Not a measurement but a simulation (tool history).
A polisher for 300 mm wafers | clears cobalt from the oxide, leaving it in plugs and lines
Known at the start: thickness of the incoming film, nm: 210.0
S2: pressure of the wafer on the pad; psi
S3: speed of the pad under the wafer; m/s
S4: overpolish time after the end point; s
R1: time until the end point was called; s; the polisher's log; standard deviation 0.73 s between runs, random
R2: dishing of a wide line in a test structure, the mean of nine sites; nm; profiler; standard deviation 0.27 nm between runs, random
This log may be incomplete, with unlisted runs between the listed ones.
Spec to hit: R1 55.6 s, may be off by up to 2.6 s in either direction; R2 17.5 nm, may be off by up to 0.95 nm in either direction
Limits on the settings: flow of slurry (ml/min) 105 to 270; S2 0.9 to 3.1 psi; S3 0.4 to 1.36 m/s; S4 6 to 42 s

run 1 hour=0 | flow_of_slurry_(ml/min)=175 S2=2 S3=0.88 S4=21 | R1=42.094 R2=51.621
run 2 hour=5.6 | flow_of_slurry_(ml/min)=170 S2=1.9 S3=0.88 S4=19 | R1=44.581 R2=47.742
run 3 hour=13.9 | flow_of_slurry_(ml/min)=170 S2=1.9 S3=1.08 S4=19 | R1=36.525 R2=52.192
run 4 hour=15.3 | flow_of_slurry_(ml/min)=170 S2=2.2 S3=1.08 S4=19 | R1=31.83 R2=55.874
run 5 hour=19.6 | flow_of_slurry_(ml/min)=170 S2=2.2 S3=0.92 S4=19 | R1=37.452 R2=51.788
run 6 hour=27.4 | flow_of_slurry_(ml/min)=160 S2=2 S3=0.94 S4=17 | R1=40.286 R2=47.79
-- hour=35.6 worn pad replaced by a new one
run 7 hour=35.6 | flow_of_slurry_(ml/min)=155 S2=1.8 S3=0.94 S4=15 | R1=41.3 R2=42.817
run 8 hour=38.6 | flow_of_slurry_(ml/min)=150 S2=1.7 S3=0.92 S4=14 | R1=44.768 R2=41.309
run 9 hour=39.3 | flow_of_slurry_(ml/min)=145 S2=1.6 S3=0.9 S4=13 | R1=48.449 R2=35.539
run 10 hour=45.5 | flow_of_slurry_(ml/min)=140 S2=1.5 S3=0.9 S4=12 | R1=51.216 R2=31.912

Which single option among these 5 for the next run brings every result within its allowed miss of target? Just one does.
run A hour=51.7 | flow_of_slurry_(ml/min)=140 S2=1.3 S3=0.86 S4=32 | R1=? R2=?
run B hour=51.7 | flow_of_slurry_(ml/min)=135 S2=1.9 S3=0.8 S4=18 | R1=? R2=?
run C hour=51.7 | flow_of_slurry_(ml/min)=155 S2=1.6 S3=0.92 S4=26 | R1=? R2=?
run D hour=51.7 | flow_of_slurry_(ml/min)=105 S2=1.4 S3=0.92 S4=6 | R1=? R2=?
run E hour=51.7 | flow_of_slurry_(ml/min)=150 S2=1.5 S3=0.78 S4=20 | R1=? R2=?

move=A R1=60.271 R2=52.824
move=B R1=47.081 R2=44.263
move=C R1=46.828 R2=53.76
move=D R1=55.272 R2=17.237
move=E R1=58.278 R2=41.544
A: lands further from the targets than the last run did
B: lands further from the targets than the last run did
C: lands further from the targets than the last run did
D: meets every target
E: lands further from the targets than the last run did
Go with D: it meets all targets.
